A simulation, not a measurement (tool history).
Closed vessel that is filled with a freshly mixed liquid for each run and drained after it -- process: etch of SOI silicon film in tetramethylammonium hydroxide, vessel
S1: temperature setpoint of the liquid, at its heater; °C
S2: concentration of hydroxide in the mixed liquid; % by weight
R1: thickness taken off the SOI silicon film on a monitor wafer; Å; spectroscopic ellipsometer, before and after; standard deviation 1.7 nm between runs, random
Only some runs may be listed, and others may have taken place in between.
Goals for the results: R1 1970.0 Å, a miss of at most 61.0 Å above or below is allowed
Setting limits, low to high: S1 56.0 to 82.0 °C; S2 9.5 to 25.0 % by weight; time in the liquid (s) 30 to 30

Run 1, hour 0.0: S1 69.0 °C, S2 18.5 % by weight, time in the liquid (s) 30. Result: R1 1546.7 Å.
Run 2, hour 1.8: S1 69.0 °C, S2 15.0 % by weight, time in the liquid (s) 30. Result: R1 1676.6 Å.
Run 3, hour 8.7: S1 69.0 °C, S2 15.0 % by weight, time in the liquid (s) 30. Result: R1 1658.7 Å.
Run 4, hour 16.1: S1 69.5 °C, S2 15.0 % by weight, time in the liquid (s) 30. Result: R1 1703.7 Å.
Run 5, hour 19.9: S1 74.0 °C, S2 15.0 % by weight, time in the liquid (s) 30. Result: R1 2276.5 Å.
Run 6, hour 27.9: S1 73.5 °C, S2 15.0 % by weight, time in the liquid (s) 30. Result: R1 2186.5 Å.
Run 7, hour 29.8: S1 73.5 °C, S2 15.0 % by weight, time in the liquid (s) 30. Result: R1 2174.7 Å.
Run 8, hour 32.1: S1 73.0 °C, S2 15.0 % by weight, time in the liquid (s) 30. Result: R1 2097.6 Å.
Run 9, hour 35.0: S1 72.5 °C, S2 15.0 % by weight, time in the liquid (s) 30. Result: R1 2047.1 Å.

Which single option among these 4 for the next run brings every result within its allowed miss of target? Just one does.
Run A, hour 37.9: S1 73.5 °C, S2 16.0 % by weight, time in the liquid (s) 30. Result: R1 ?.
Run B, hour 37.9: S1 70.5 °C, S2 12.5 % by weight, time in the liquid (s) 30. Result: R1 ?.
Run C, hour 37.9: S1 70.5 °C, S2 14.5 % by weight, time in the liquid (s) 30. Result: R1 ?.
Run D, hour 37.9: S1 72.5 °C, S2 13.5 % by weight, time in the liquid (s) 30. Result: R1 ?.

move      R1
   A  2145.6
   B  2014.9
   C  1876.2
   D  2185.7
A: the biggest miss grows against the last run
B: every result lands within tolerance
C: takes the biggest miss from the last run beyond its target
D: the biggest miss grows against the last run
B meets every target.
